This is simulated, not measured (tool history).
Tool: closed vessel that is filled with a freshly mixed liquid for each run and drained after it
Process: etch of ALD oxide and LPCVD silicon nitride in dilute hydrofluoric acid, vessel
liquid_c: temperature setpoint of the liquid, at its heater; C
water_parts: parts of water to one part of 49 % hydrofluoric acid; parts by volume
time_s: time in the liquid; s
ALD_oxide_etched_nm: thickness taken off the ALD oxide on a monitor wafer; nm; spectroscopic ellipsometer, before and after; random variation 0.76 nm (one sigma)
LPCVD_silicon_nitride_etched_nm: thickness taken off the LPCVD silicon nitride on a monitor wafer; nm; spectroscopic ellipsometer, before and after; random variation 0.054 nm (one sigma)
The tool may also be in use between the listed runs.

| run | day | liquid_c | water_parts | time_s | ALD_oxide_etched_nm | LPCVD_silicon_nitride_etched_nm |
|---|---|---|---|---|---|---|
| 1 | 0 | 24 | 205 | 355 | 33.332 | 0.89751 |
| 2 | 0.042 | 24 | 175 | 350 | 39.405 | 0.98833 |
| 3 | 0.408 | 24.5 | 155 | 345 | 45.522 | 1.1559 |
| 4 | 0.708 | 24.5 | 220 | 345 | 29.782 | 0.81465 |
| 5 | 0.975 | 24.5 | 190 | 340 | 35.217 | 0.96624 |
| 6 | 1.133 | 24.5 | 165 | 340 | 41.514 | 1.0802 |
| 7 | 1.321 | 26.5 | 85 | 305 | 86.01 | 2.1081 |
| 8 | 1.662 | 26 | 85 | 305 | 84.293 | 2.1681 |

Forecast run 9:
| 9 | 2.05 | 23 | 55 | 270 | ? | ? |

ALD_oxide_etched_nm: 105.78 nm
LPCVD_silicon_nitride_etched_nm: 2.1876 nm

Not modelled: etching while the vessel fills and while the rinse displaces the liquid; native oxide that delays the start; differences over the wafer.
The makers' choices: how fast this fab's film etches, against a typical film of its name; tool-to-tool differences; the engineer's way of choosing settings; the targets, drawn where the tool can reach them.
